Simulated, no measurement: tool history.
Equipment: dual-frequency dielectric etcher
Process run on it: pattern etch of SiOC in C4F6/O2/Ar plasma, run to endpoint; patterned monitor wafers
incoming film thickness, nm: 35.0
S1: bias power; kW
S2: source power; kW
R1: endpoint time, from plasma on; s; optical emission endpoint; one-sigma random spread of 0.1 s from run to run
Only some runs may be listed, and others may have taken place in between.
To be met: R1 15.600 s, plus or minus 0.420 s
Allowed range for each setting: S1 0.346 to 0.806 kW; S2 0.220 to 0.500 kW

run	hour	S1	S2	R1
1	0.0	0.576	0.360	11.418
2	1.9	0.576	0.300	12.566
3	4.4	0.539	0.290	13.337
4	8.7	0.511	0.290	13.619
5	14.3	0.511	0.320	13.308
6	19.1	0.511	0.260	14.633
7	20.9	0.500	0.260	14.804
8	25.6	0.432	0.250	16.939
9	26.8	0.442	0.250	16.622
10	33.9	0.450	0.250	16.178
11	37.7	0.455	0.250	16.248
12	43.9	0.460	0.250	16.127

Exercise: of the 4 proposed moves below, exactly one satisfies all targets within the stated allowed misses. Which move is it?
A	50.1	0.438	0.250	?
B	50.1	0.380	0.280	?
C	50.1	0.414	0.260	?
D	50.1	0.454	0.270	?

move	R1
A	16.533
B	17.181
C	16.819
D	15.424
A: its largest miss is bigger than the last run's
B: its largest miss is bigger than the last run's
C: its largest miss is bigger than the last run's
D: hits every target within its allowed miss
Move D is the one to make.

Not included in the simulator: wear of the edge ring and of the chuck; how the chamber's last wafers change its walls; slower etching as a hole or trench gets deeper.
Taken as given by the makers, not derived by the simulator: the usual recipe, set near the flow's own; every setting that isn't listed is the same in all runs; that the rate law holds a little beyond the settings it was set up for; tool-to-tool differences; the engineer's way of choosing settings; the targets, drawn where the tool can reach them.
